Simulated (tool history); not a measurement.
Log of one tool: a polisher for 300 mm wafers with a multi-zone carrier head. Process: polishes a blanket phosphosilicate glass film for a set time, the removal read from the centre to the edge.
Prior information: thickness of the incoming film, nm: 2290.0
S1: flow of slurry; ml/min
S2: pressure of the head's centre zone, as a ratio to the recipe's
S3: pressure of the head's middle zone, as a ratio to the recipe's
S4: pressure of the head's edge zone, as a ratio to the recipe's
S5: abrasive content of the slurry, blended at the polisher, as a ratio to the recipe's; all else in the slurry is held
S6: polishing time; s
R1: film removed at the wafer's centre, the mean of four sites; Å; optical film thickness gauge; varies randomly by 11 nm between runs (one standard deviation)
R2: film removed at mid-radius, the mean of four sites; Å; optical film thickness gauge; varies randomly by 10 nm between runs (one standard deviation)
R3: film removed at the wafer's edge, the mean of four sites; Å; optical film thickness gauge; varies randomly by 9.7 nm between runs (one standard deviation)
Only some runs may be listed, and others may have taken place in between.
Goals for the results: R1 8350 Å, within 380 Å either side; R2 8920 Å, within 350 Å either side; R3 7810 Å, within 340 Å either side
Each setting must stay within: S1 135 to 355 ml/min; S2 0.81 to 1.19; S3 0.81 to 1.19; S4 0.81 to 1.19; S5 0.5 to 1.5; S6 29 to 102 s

{"run": 1, "hour": 0.0, "S1": 225, "S2": 1, "S3": 1, "S4": 1, "S5": 1, "S6": 65, "R1": 5884.8, "R2": 5748.2, "R3": 5860.4}
{"run": 2, "hour": 4.5, "S1": 225, "S2": 1, "S3": 1, "S4": 1, "S5": 1, "S6": 49, "R1": 4367.8, "R2": 4350.7, "R3": 4389.9}
{"run": 3, "hour": 10.5, "S1": 175, "S2": 1, "S3": 1, "S4": 1, "S5": 1, "S6": 49, "R1": 4230.4, "R2": 4291.3, "R3": 4332.3}
{"run": 4, "hour": 19.2, "S1": 175, "S2": 1.01, "S3": 1.02, "S4": 1, "S5": 1.05, "S6": 51, "R1": 4559.7, "R2": 4525.7, "R3": 4705.2}
{"run": 5, "hour": 24.6, "S1": 175, "S2": 1.01, "S3": 1.09, "S4": 1, "S5": 1.05, "S6": 51, "R1": 4552.2, "R2": 4840.3, "R3": 4604.3}
{"run": 6, "hour": 25.3, "S1": 135, "S2": 1.01, "S3": 1.09, "S4": 1, "S5": 1.05, "S6": 51, "R1": 4343.8, "R2": 4599.9, "R3": 4446.1}
{"run": 7, "hour": 30.5, "S1": 150, "S2": 1.01, "S3": 1.1, "S4": 1, "S5": 1.1, "S6": 53, "R1": 4714.9, "R2": 5067.6, "R3": 4838.4}
{"run": 8, "hour": 36.4, "S1": 165, "S2": 1.02, "S3": 1.11, "S4": 1, "S5": 1.15, "S6": 54, "R1": 5002.6, "R2": 5296.6, "R3": 5083}
{"run": 9, "hour": 38.7, "S1": 180, "S2": 1.02, "S3": 1.12, "S4": 0.99, "S5": 1.2, "S6": 56, "R1": 5395.3, "R2": 5833.3, "R3": 5490.8}
{"run": 10, "hour": 47.2, "S1": 245, "S2": 1.12, "S3": 1.19, "S4": 1.03, "S5": 1.45, "S6": 62, "R1": 7557.5, "R2": 7796.9, "R3": 6864}
{"run": 11, "hour": 54.9, "S1": 250, "S2": 1.12, "S3": 1.19, "S4": 1.03, "S5": 1.45, "S6": 63, "R1": 7722.4, "R2": 7847.4, "R3": 7054}

Pick the move, out of 4, that brings all results within their allowed miss; only one does.
{"run": "A", "hour": 62.6, "S1": 205, "S2": 0.99, "S3": 1, "S4": 1.15, "S5": 1.5, "S6": 65, "R1": "?", "R2": "?", "R3": "?"}
{"run": "B", "hour": 62.6, "S1": 350, "S2": 1.15, "S3": 1.16, "S4": 0.98, "S5": 1.3, "S6": 60, "R1": "?", "R2": "?", "R3": "?"}
{"run": "C", "hour": 62.6, "S1": 275, "S2": 1.08, "S3": 1.19, "S4": 1.02, "S5": 1.45, "S6": 70, "R1": "?", "R2": "?", "R3": "?"}
{"run": "D", "hour": 62.6, "S1": 255, "S2": 1.03, "S3": 0.97, "S4": 1.19, "S5": 1.5, "S6": 65, "R1": "?", "R2": "?", "R3": "?"}

move=A R1=6765.1 R2=6921 R3=7563.3
move=B R1=7309.8 R2=7238.1 R3=6349.3
move=C R1=8182.6 R2=8846.7 R3=7770.4
move=D R1=7263.9 R2=6936.3 R3=7861.9
A: lands further from the targets than the last run did
B: lands further from the targets than the last run did
C: every result lands within tolerance
D: lands further from the targets than the last run did
Answer: C

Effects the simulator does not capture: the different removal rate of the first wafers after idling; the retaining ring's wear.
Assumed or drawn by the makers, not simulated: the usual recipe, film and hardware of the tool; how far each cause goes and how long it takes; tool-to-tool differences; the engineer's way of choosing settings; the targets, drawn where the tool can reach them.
